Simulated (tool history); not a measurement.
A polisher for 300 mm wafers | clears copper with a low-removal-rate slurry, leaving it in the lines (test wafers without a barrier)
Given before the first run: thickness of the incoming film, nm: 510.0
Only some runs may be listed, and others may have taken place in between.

run	hour	flow of slurry (ml/min)	pressure of the wafer on the pad (psi)	speed of the pad under the wafer (m/s)	abrasive content of the slurry	overpolish time after the end point (s)	time until the end point was called (s)	dishing of a wide line in a test structure (nm)
1	0	195	3.6	1	1	12	114.02	37.941
2	7.1	195	3.5	1.02	1	10	114.61	34.238
3	8.6	195	3.5	1.02	0.9	10	116.99	33.035
4	12.6	205	3.7	0.98	0.8	8	115.95	26.034
5	21.3	205	3.8	0.96	0.75	7	114.12	23.015
6	22.5	205	3.5	0.96	0.75	7	127.34	20.886
7	29.6	205	3.7	0.96	0.7	6	124.94	19.032
8	30.6	215	3.8	0.96	0.7	6	118.57	19.685
9	31.2	240	4.1	0.96	0.7	4	107.57	14.444
10	37.9	230	4.1	0.96	0.7	4	112.39	14.348
11	43.8	215	4.1	0.96	0.7	4	113	14.073
12	48.7	215	4	0.98	0.7	4	112.07	14.199
13	50.8	215	4.2	0.98	0.7	8	105.73	28.319
14	53.1	225	4.1	0.98	0.8	8	106.65	28.545
15	55.3	225	4.1	0.98	0.85	7	105.41	25.244

Expected results for the next run?
16	64.3	225	4.1	0.98	0.85	7	?	?

time until the end point was called (s): 102.15
dishing of a wide line in a test structure (nm): 24.892
